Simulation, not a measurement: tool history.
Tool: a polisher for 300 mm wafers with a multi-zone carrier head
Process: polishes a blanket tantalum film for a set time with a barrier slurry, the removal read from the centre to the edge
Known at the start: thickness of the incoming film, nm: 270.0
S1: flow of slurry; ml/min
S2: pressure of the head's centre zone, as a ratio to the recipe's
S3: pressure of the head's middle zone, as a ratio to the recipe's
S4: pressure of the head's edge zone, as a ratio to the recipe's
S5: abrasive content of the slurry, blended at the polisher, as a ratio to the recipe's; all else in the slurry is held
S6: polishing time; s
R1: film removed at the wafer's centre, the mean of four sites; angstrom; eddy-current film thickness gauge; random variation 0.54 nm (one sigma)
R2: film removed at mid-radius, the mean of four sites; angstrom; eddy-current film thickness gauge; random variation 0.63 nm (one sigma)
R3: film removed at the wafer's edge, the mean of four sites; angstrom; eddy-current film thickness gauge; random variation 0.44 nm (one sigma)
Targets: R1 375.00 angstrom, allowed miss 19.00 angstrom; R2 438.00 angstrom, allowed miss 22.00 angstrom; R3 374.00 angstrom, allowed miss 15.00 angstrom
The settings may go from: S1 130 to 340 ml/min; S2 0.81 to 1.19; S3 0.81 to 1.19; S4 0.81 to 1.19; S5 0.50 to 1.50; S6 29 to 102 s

run	hour	S1	S2	S3	S4	S5	S6	R1	R2	R3
1	0.0	220	1.00	1.00	1.00	1.00	65	727.76	772.66	746.25
2	2.8	220	1.00	1.01	0.98	0.95	61	699.32	709.57	684.02
3	9.7	215	0.98	1.03	0.97	0.90	57	626.58	671.35	623.75
4	12.4	215	0.98	1.00	0.97	0.90	57	615.04	645.77	632.84
5	19.9	215	0.98	1.00	0.97	0.90	51	559.06	580.32	551.22
6	28.3	215	1.01	1.00	0.97	0.90	51	580.21	573.51	566.85
7	35.5	215	0.91	0.99	0.87	0.65	38	353.47	379.29	354.21
8	38.3	215	0.91	1.00	0.87	0.65	38	354.33	390.73	349.86
9	39.1	215	0.91	1.01	0.88	0.65	38	348.15	379.74	359.94
10	40.1	245	0.92	1.11	0.81	0.85	39	401.38	487.54	396.08

Which of these 4 next moves meets every target?
A	41.1	180	1.02	1.19	0.84	0.95	34	?	?	?
B	41.1	245	0.87	1.19	0.81	0.75	38	?	?	?
C	41.1	205	0.97	1.15	0.81	0.85	40	?	?	?
D	41.1	255	0.90	1.10	0.85	0.85	36	?	?	?

move	R1	R2	R3
A	382.48	449.06	348.09
B	374.00	484.90	366.77
C	429.81	506.11	396.68
D	380.88	452.70	371.29
A: brings the result that was furthest off to its target, and leaves another outside
B: nearer than the last run, and not there yet
C: further off than the last run
D: meets every target
Answer: D

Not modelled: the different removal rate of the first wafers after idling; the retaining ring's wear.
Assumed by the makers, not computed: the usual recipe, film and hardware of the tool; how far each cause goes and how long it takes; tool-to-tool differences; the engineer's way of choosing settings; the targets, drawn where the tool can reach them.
